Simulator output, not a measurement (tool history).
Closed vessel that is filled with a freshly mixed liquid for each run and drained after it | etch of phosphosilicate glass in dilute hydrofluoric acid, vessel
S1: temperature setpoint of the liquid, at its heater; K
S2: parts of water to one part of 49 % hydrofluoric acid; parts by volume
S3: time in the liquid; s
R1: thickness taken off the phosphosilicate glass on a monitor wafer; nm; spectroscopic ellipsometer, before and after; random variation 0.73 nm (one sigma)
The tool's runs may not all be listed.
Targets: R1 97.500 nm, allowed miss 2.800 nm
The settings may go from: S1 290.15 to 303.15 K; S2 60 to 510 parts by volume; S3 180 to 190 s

run,hour,S1,S2,S3,R1
1,0.0,295.15,285,180,68.245
2,6.3,295.15,285,180,68.113
3,15.5,296.15,280,180,72.334
4,19.9,296.15,350,180,53.902
5,26.3,296.15,430,180,41.815
6,28.9,298.65,430,180,44.867
7,33.4,299.15,410,180,48.470
8,38.0,299.65,390,180,52.876
9,46.7,300.15,375,180,56.265

Which of these 4 next moves meets every target?
A,55.4,297.65,240,190,?
B,55.4,301.15,285,190,?
C,55.4,301.15,280,190,?
D,55.4,299.65,325,190,?

move,R1
A,97.514
B,88.705
C,90.751
D,71.094
A: meets every target
B: nearer than the last run, and not there yet
C: nearer than the last run, and not there yet
D: nearer than the last run, and not there yet
The right move is A.

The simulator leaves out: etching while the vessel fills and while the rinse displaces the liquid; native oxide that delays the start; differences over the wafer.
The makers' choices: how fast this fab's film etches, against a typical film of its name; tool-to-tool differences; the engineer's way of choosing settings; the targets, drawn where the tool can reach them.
